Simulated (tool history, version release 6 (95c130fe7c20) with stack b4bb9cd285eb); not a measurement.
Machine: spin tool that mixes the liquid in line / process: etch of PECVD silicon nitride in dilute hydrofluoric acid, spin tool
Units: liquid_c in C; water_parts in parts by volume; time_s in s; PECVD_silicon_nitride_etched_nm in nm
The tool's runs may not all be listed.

run    day  liquid_c  water_parts  time_s  PECVD_silicon_nitride_etched_nm
  1      0        21          260      60                          0.44342
  2  0.262        21          200      60                          0.59413
  3  0.304        21          200      60                          0.57175
  4  0.492        24          200      60                          0.68565
  5  0.692      22.5          250      55                          0.46694
  6   0.95        20          250      55                          0.41382

Run 7 is up next; what results do you expect?
  7  1.188      17.5          355      45                                ?

{"run 7": {"PECVD_silicon_nitride_etched_nm": 0.19038}}

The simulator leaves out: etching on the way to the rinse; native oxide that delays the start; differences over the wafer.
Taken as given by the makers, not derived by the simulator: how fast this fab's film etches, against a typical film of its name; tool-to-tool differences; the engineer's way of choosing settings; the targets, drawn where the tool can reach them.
